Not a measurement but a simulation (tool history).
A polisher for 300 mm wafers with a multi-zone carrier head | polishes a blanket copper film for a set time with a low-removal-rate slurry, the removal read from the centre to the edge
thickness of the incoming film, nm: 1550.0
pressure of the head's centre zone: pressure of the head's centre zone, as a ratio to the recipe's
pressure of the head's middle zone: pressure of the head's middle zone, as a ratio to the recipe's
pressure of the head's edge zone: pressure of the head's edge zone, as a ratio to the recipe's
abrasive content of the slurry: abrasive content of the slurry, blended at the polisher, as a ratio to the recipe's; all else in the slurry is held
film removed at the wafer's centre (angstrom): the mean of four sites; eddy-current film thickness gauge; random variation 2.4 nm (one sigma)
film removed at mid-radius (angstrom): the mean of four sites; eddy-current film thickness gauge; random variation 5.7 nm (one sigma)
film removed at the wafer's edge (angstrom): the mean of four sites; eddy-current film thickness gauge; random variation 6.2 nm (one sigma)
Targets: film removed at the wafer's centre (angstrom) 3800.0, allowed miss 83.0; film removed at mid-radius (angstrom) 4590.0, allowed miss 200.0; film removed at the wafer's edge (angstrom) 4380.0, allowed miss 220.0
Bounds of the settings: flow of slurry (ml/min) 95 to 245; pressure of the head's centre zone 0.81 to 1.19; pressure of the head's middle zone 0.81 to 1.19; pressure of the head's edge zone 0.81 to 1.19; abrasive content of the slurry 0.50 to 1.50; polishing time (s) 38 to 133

run  hour  flow of slurry (ml/min)  pressure of the head's centre zone  pressure of the head's middle zone  pressure of the head's edge zone  abrasive content of the slurry  polishing time (s)  film removed at the wafer's centre (angstrom)  film removed at mid-radius (angstrom)  film removed at the wafer's edge (angstrom)
  1   0.0                      155                                1.00                                1.00                              1.00                            1.00                  85                                         3378.1                                 3330.6                                       3391.5
  2   6.5                      140                                1.00                                1.00                              1.00                            1.00                  85                                         3338.4                                 3255.2                                       3482.6
  3  14.9                      140                                0.99                                1.05                              1.02                            1.15                  87                                         3469.0                                 3568.3                                       3533.4
  4  22.4                      160                                0.99                                1.05                              1.02                            1.15                  87                                         3534.4                                 3640.0                                       3613.3
  5  29.4                      170                                0.97                                1.08                              1.06                            1.25                  89                                         3742.0                                 3898.9                                       3971.1
  6  37.9                      140                                0.97                                1.08                              1.06                            1.25                  89                                         3503.0                                 3710.6                                       3770.9
  7  44.2                      155                                0.95                                1.11                              1.07                            1.30                  90                                         3641.9                                 4043.7                                       3859.4
  8  51.3                      160                                0.93                                1.13                              1.10                            1.35                  91                                         3688.4                                 4170.5                                       4058.8
  9  57.8                      165                                0.92                                1.14                              1.11                            1.40                  91                                         3719.7                                 4273.1                                       4166.5
 10  58.8                      170                                0.91                                1.15                              1.12                            1.40                  91                                         3689.6                                 4290.8                                       4132.2
 11  60.7                      175                                0.90                                1.16                              1.13                            1.45                  91                                         3698.9                                 4301.4                                       4213.7

5 next moves are on the table. One of them brings every result within its allowed miss. Which?
  A  62.6                      195                                0.97                                1.00                              1.15                            1.50                  90                                              ?                                      ?                                            ?
  B  62.6                      145                                0.89                                1.16                              1.14                            1.50                  89                                              ?                                      ?                                            ?
  C  62.6                      155                                0.83                                1.03                              1.19                            1.40                  94                                              ?                                      ?                                            ?
  D  62.6                      150                                0.93                                1.19                              1.17                            1.50                  94                                              ?                                      ?                                            ?
  E  62.6                      180                                0.83                                1.17                              1.13                            1.40                  94                                              ?                                      ?                                            ?

move  film removed at the wafer's centre (angstrom)  film removed at mid-radius (angstrom)  film removed at the wafer's edge (angstrom)
   A                                         3898.1                                 4033.7                                       4311.6
   B                                         3425.7                                 4229.2                                       4071.1
   C                                         3464.3                                 4082.3                                       4389.0
   D                                         3756.2                                 4588.5                                       4379.2
   E                                         3577.6                                 4627.0                                       4352.6
A: further off than the last run
B: further off than the last run
C: further off than the last run
D: meets every target
E: brings the result that was furthest off to its target, and leaves another outside
The right move is D.

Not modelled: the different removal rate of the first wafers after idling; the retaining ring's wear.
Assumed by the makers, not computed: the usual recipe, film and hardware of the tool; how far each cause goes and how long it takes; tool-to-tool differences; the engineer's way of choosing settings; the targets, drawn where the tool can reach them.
